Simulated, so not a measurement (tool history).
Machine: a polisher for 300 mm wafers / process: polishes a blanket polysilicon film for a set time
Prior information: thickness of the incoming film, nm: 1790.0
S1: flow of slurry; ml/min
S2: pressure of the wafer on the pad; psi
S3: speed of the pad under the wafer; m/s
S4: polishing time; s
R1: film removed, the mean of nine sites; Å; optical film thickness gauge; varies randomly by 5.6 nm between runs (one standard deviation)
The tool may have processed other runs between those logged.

{"run": 1, "day": 0.0, "S1": 130, "S2": 2.1, "S3": 0.84, "S4": 95, "R1": 4607.8}
{"run": 2, "day": 0.254, "S1": 130, "S2": 2.1, "S3": 0.84, "S4": 100, "R1": 4841.3}
{"run": 3, "day": 0.508, "S1": 130, "S2": 2.1, "S3": 0.84, "S4": 95, "R1": 4589.4}
{"run": 4, "day": 0.762, "S1": 130, "S2": 1.6, "S3": 0.84, "S4": 95, "R1": 3469.7}
{"run": 5, "day": 1.1, "S1": 130, "S2": 1.6, "S3": 1.0, "S4": 95, "R1": 4096.5}
{"run": 6, "day": 1.225, "S1": 135, "S2": 1.8, "S3": 1.0, "S4": 95, "R1": 4602.2}
{"day": 1.533, "done": "worn pad replaced by a new one"}
{"run": 7, "day": 1.533, "S1": 140, "S2": 1.9, "S3": 1.0, "S4": 95, "R1": 5442.4}
{"run": 8, "day": 1.75, "S1": 145, "S2": 1.9, "S3": 1.0, "S4": 95, "R1": 5553.9}
{"run": 9, "day": 1.892, "S1": 150, "S2": 1.9, "S3": 1.0, "S4": 95, "R1": 5614.0}
{"run": 10, "day": 1.95, "S1": 160, "S2": 1.9, "S3": 1.0, "S4": 95, "R1": 5562.0}
{"run": 11, "day": 2.233, "S1": 165, "S2": 2.0, "S3": 1.0, "S4": 95, "R1": 5858.8}

Run 12 comes next. What will it give?
{"run": 12, "day": 2.338, "S1": 170, "S2": 2.1, "S3": 1.0, "S4": 95, "R1": "?"}

R1: 6157.3 Å
